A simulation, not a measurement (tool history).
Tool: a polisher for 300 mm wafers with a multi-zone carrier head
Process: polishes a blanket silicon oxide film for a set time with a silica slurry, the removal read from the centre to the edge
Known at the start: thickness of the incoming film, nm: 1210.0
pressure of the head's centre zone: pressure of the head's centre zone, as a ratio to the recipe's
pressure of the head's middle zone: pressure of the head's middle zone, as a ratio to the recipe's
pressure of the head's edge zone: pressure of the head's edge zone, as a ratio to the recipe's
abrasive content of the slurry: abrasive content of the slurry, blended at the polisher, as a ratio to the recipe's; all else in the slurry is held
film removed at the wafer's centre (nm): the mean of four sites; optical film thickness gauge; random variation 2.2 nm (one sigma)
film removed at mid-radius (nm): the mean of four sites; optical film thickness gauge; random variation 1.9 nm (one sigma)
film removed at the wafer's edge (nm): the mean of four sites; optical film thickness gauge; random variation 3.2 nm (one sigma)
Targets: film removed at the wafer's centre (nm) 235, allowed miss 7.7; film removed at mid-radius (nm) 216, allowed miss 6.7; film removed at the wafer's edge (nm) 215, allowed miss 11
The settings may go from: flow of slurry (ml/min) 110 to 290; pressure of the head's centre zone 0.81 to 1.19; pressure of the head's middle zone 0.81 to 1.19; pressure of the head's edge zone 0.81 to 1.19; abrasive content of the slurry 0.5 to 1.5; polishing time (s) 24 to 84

run	hour	flow of slurry (ml/min)	pressure of the head's centre zone	pressure of the head's middle zone	pressure of the head's edge zone	abrasive content of the slurry	polishing time (s)	film removed at the wafer's centre (nm)	film removed at mid-radius (nm)	film removed at the wafer's edge (nm)
1	0	185	1	1	1	1	54	286.58	285.85	282.08
2	1	185	1.08	1	1	1	54	307.9	282.1	286.32
3	3.7	180	1.06	0.98	0.97	0.95	54	288.37	270.85	271.18
4	7.3	175	1.06	0.96	0.94	0.9	54	283.06	256.24	266.61
5	14.1	145	1.06	0.96	0.94	0.9	54	265.37	242.37	248.35
# hour 20.2: slurry nozzle cleaned
6	20.2	140	1.06	0.96	0.92	0.9	54	287.41	267	261.97
7	29.2	135	1.06	0.96	0.93	0.85	53	273.05	249.8	245.78
8	35.7	130	1.05	0.95	0.93	0.8	53	260.31	232.43	242.98
9	43.8	125	1.05	0.95	0.92	0.75	53	251.39	229.35	230.2

Which of these 4 next moves meets every target?
A	51.9	110	1.15	0.94	0.84	0.8	57	?	?	?
B	51.9	110	1.05	0.96	0.87	0.65	56	?	?	?
C	51.9	135	1.02	0.96	0.95	0.7	59	?	?	?
D	51.9	115	1.1	1.04	0.95	0.8	49	?	?	?

move	film removed at the wafer's centre (nm)	film removed at mid-radius (nm)	film removed at the wafer's edge (nm)
A	295.58	242.52	238.32
B	237.51	217.44	213.11
C	270.39	252.72	253.36
D	247.06	230.21	218.49
A: further off than the last run
B: meets every target
C: further off than the last run
D: as far off as the last run
The right move is B.
